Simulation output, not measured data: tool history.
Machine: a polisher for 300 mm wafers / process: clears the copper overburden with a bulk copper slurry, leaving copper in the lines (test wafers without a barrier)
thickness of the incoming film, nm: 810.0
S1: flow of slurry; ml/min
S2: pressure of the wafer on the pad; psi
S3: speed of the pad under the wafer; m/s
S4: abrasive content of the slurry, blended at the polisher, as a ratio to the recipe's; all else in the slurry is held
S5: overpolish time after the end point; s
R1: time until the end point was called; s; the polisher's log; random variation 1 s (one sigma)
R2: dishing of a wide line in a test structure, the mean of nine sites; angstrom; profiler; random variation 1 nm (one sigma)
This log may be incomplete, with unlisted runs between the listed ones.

| run | hour | S1 | S2 | S3 | S4 | S5 | R1 | R2 |
|---|---|---|---|---|---|---|---|---|
| 1 | 0 | 245 | 2 | 0.96 | 1 | 16 | 135.54 | 583.85 |
| 2 | 8.4 | 250 | 2.1 | 0.96 | 1 | 16 | 129.37 | 611.21 |
| 3 | 10 | 250 | 2.1 | 0.96 | 1 | 11 | 129.72 | 455.33 |
| 4 | 11.7 | 220 | 2.1 | 0.96 | 1 | 11 | 130.14 | 443.47 |
| 5 | 17 | 220 | 2.5 | 0.96 | 1 | 11 | 112.05 | 514.75 |
| 6 | 21.8 | 220 | 2.7 | 0.96 | 1 | 11 | 101.89 | 548.36 |
| 7 | 27.9 | 220 | 2.7 | 0.96 | 1 | 11 | 103.42 | 539.25 |
| 8 | 36.4 | 220 | 2.7 | 0.96 | 1 | 12 | 103.64 | 585.2 |
| 9 | 41.4 | 215 | 2.7 | 0.96 | 1 | 13 | 102.74 | 625.18 |

Run 10 comes next. What will it give?
| 10 | 45.4 | 215 | 2.7 | 0.96 | 1 | 14 | ? | ? |

{"run 10": {"R1": 103.71, "R2": 666.75}}
